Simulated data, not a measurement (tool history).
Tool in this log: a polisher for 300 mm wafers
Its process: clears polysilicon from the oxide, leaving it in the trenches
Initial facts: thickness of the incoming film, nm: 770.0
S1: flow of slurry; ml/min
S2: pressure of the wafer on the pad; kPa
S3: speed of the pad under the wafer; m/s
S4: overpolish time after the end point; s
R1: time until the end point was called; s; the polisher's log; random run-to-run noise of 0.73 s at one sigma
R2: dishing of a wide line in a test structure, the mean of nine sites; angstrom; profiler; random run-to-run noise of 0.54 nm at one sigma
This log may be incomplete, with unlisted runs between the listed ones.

run 1 hour=0.0 | S1=125 S2=17.9 S3=0.92 S4=11 | R1=65.238 R2=594.37
run 2 hour=5.5 | S1=110 S2=17.9 S3=0.92 S4=11 | R1=65.428 R2=581.73
run 3 hour=13.8 | S1=105 S2=19.3 S3=0.92 S4=9 | R1=60.863 R2=555.72
run 4 hour=15.1 | S1=100 S2=20.7 S3=0.92 S4=8 | R1=56.439 R2=529.48
run 5 hour=21.0 | S1=75 S2=20.7 S3=0.92 S4=8 | R1=62.924 R2=520.71
run 6 hour=25.6 | S1=75 S2=20.7 S3=1.10 S4=8 | R1=52.812 R2=545.18
run 7 hour=29.5 | S1=75 S2=21.4 S3=1.06 S4=7 | R1=53.905 R2=513.25
run 8 hour=38.4 | S1=75 S2=22.1 S3=1.04 S4=6 | R1=52.321 R2=482.74

Expected results for the next run?
run 9 hour=40.8 | S1=80 S2=22.8 S3=1.04 S4=5 | R1=? R2=?

{"run 9": {"R1": 51.454, "R2": 454.27}}
